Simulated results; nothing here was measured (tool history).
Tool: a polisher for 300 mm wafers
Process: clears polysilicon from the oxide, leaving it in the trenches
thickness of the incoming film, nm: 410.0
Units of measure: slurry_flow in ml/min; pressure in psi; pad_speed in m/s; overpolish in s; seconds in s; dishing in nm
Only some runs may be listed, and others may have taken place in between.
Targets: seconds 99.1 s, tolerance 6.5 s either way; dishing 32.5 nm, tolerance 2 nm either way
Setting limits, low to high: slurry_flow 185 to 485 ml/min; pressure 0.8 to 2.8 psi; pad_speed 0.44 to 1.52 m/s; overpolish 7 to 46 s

| run | hour | slurry_flow | pressure | pad_speed | overpolish | seconds | dishing |
|---|---|---|---|---|---|---|---|
| 1 | 0 | 310 | 1.8 | 0.98 | 24 | 36.529 | 36.022 |
| 2 | 2.5 | 310 | 1.6 | 0.9 | 22 | 45.58 | 36.591 |
| 3 | 5.7 | 310 | 1.6 | 0.9 | 14 | 43.584 | 36.282 |
| 4 | 12.3 | 310 | 1.6 | 0.9 | 19 | 43.146 | 35.418 |
| 5 | 13 | 310 | 1.6 | 1.14 | 19 | 34.838 | 35.385 |
| 6 | 19.7 | 295 | 1.5 | 1.04 | 17 | 39.818 | 35.772 |
| 7 | 26.2 | 325 | 1.4 | 0.96 | 16 | 46.058 | 35.917 |
| 8 | 32.1 | 325 | 1.3 | 0.9 | 15 | 51.91 | 34.877 |
| 9 | 36.6 | 340 | 1.2 | 0.84 | 15 | 57.641 | 34.812 |
| 10 | 42.4 | 350 | 0.8 | 0.56 | 7 | 110.43 | 17.781 |
| 11 | 48.3 | 350 | 0.8 | 0.56 | 13 | 110.28 | 26.881 |
| 12 | 52 | 350 | 0.8 | 0.58 | 14 | 107.12 | 28.982 |

Below are 5 possible settings for the next run. Only one of them brings all results inside the allowed miss of their targets. Which is it?
| A | 55.7 | 340 | 0.8 | 0.64 | 18 | ? | ? |
| B | 55.7 | 345 | 0.8 | 0.64 | 11 | ? | ? |
| C | 55.7 | 310 | 0.8 | 0.66 | 11 | ? | ? |
| D | 55.7 | 375 | 0.9 | 0.58 | 14 | ? | ? |
| E | 55.7 | 255 | 0.8 | 0.66 | 9 | ? | ? |

| move | seconds | dishing |
|---|---|---|
| A | 99.117 | 32.518 |
| B | 98.993 | 26.666 |
| C | 97.061 | 26.928 |
| D | 100.16 | 29.612 |
| E | 99.135 | 23.916 |
A: meets every target
B: misses by more than the last run did
C: misses by more than the last run did
D: closer than the last run, but not yet in spec
E: misses by more than the last run did
The right move is A.

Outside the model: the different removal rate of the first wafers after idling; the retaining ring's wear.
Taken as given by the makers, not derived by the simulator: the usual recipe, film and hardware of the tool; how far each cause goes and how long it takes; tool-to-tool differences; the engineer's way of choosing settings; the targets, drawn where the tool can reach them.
